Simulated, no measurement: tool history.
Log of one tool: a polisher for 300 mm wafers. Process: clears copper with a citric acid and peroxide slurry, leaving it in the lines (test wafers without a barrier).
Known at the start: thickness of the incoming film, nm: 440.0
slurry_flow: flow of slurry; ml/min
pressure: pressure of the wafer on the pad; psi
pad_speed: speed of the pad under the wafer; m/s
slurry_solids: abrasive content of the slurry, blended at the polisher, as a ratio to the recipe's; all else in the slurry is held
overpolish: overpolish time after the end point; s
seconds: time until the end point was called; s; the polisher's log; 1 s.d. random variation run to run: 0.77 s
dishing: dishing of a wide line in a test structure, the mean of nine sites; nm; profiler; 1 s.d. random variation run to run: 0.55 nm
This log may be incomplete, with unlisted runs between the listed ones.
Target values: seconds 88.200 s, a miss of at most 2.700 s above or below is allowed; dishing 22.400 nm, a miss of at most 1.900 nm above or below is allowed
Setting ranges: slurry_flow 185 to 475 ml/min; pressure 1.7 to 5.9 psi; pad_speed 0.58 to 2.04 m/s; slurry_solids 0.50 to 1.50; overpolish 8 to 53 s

run 1 hour=0.0 | slurry_flow=305 pressure=3.8 pad_speed=1.30 slurry_solids=1.00 overpolish=27 | seconds=109.830 dishing=41.896
run 2 hour=2.0 | slurry_flow=305 pressure=3.8 pad_speed=1.32 slurry_solids=1.00 overpolish=24 | seconds=107.470 dishing=38.344
run 3 hour=6.0 | slurry_flow=305 pressure=3.8 pad_speed=1.32 slurry_solids=1.00 overpolish=18 | seconds=110.410 dishing=32.384
run 4 hour=7.1 | slurry_flow=305 pressure=3.9 pad_speed=1.34 slurry_solids=1.00 overpolish=17 | seconds=106.320 dishing=32.448
run 5 hour=11.4 | slurry_flow=305 pressure=3.9 pad_speed=1.34 slurry_solids=1.00 overpolish=10 | seconds=105.510 dishing=23.509
run 6 hour=20.3 | slurry_flow=305 pressure=3.9 pad_speed=1.34 slurry_solids=1.00 overpolish=20 | seconds=104.530 dishing=36.701
run 7 hour=24.6 | slurry_flow=330 pressure=3.8 pad_speed=1.36 slurry_solids=1.05 overpolish=18 | seconds=104.920 dishing=35.052
run 8 hour=31.0 | slurry_flow=320 pressure=3.9 pad_speed=1.36 slurry_solids=1.00 overpolish=17 | seconds=103.430 dishing=33.098
run 9 hour=40.0 | slurry_flow=305 pressure=4.0 pad_speed=1.36 slurry_solids=1.00 overpolish=16 | seconds=103.930 dishing=32.571
run 10 hour=41.6 | slurry_flow=290 pressure=3.9 pad_speed=1.44 slurry_solids=0.95 overpolish=15 | seconds=102.600 dishing=31.522
run 11 hour=46.2 | slurry_flow=275 pressure=4.0 pad_speed=1.40 slurry_solids=1.00 overpolish=14 | seconds=101.100 dishing=29.802
run 12 hour=47.4 | slurry_flow=265 pressure=4.1 pad_speed=1.38 slurry_solids=1.05 overpolish=13 | seconds=101.070 dishing=29.470
run 13 hour=50.6 | slurry_flow=280 pressure=4.2 pad_speed=1.36 slurry_solids=1.00 overpolish=12 | seconds=99.406 dishing=27.527
run 14 hour=51.3 | slurry_flow=290 pressure=4.3 pad_speed=1.34 slurry_solids=0.95 overpolish=11 | seconds=97.679 dishing=26.171
run 15 hour=54.1 | slurry_flow=300 pressure=4.4 pad_speed=1.34 slurry_solids=0.90 overpolish=11 | seconds=97.496 dishing=26.087
run 16 hour=57.5 | slurry_flow=310 pressure=4.5 pad_speed=1.32 slurry_solids=0.85 overpolish=11 | seconds=96.712 dishing=26.115

Which one of the following 4 next-run settings gets every result inside its allowed miss? There is exactly one.
run A hour=60.9 | slurry_flow=400 pressure=5.2 pad_speed=1.12 slurry_solids=0.90 overpolish=8 | seconds=? dishing=?
run B hour=60.9 | slurry_flow=290 pressure=4.1 pad_speed=1.52 slurry_solids=0.90 overpolish=9 | seconds=? dishing=?
run C hour=60.9 | slurry_flow=335 pressure=4.5 pad_speed=1.50 slurry_solids=0.90 overpolish=8 | seconds=? dishing=?
run D hour=60.9 | slurry_flow=320 pressure=5.1 pad_speed=1.26 slurry_solids=0.55 overpolish=9 | seconds=? dishing=?

move=A seconds=92.498 dishing=22.188
move=B seconds=95.212 dishing=23.573
move=C seconds=87.483 dishing=23.056
move=D seconds=96.152 dishing=23.537
A: an improvement on the last run, though not all results are within tolerance
B: an improvement on the last run, though not all results are within tolerance
C: meets every target
D: an improvement on the last run, though not all results are within tolerance
The move that meets every target is C.

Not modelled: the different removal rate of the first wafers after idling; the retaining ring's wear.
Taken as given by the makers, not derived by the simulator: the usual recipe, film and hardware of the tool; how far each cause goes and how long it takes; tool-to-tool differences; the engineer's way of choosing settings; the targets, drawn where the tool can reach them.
